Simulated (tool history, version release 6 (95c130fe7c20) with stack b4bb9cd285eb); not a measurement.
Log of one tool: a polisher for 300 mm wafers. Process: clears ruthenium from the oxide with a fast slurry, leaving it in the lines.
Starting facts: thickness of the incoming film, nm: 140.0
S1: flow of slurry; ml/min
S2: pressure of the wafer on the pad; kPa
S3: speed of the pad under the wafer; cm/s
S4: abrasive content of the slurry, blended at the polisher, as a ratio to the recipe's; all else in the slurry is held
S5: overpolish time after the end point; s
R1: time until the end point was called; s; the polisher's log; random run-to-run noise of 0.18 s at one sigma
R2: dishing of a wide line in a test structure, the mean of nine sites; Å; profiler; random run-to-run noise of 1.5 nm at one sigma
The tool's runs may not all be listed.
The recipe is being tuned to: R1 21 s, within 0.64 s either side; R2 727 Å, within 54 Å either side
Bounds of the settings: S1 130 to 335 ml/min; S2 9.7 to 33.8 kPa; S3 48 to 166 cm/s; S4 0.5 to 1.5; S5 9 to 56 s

run  hour   S1    S2   S3  S4  S5      R1      R2
  1     0  215  21.4  106   1  29  26.454   751.8
  2   1.8  220  22.8  106   1  27  24.982   737.2
  3   7.6  220  23.4  106   1  26  24.251  760.57
  4     9  220  23.4  106   1  34  24.079  856.18
  5  17.2  225  24.1  106   1  30  23.539  774.43
  6  21.4  225  26.9  106   1  30  21.261  818.17
  7  25.3  225  26.9  106   1  28  21.246  791.75
  8  26.6  225  26.9  106   1  27  21.342  802.74

5 next moves are on the table. One of them brings every result within its allowed miss. Which?
  A  27.9  200  24.1  116  1.05  43   ?   ?
  B  27.9  220  24.8  116     1  22   ?   ?
  C  27.9  200  29.6  112   0.9  31   ?   ?
  D  27.9  280  33.8   90     1  25   ?   ?
  E  27.9  160  25.5  118   1.1  31   ?   ?

move      R1      R2
   A  21.287   950.4
   B  21.042  728.91
   C   19.66  878.02
   D  19.443   807.2
   E  19.899  874.07
A: the biggest miss grows against the last run
B: hits every target within its allowed miss
C: the biggest miss grows against the last run
D: the biggest miss grows against the last run
E: the biggest miss grows against the last run
B meets every target.
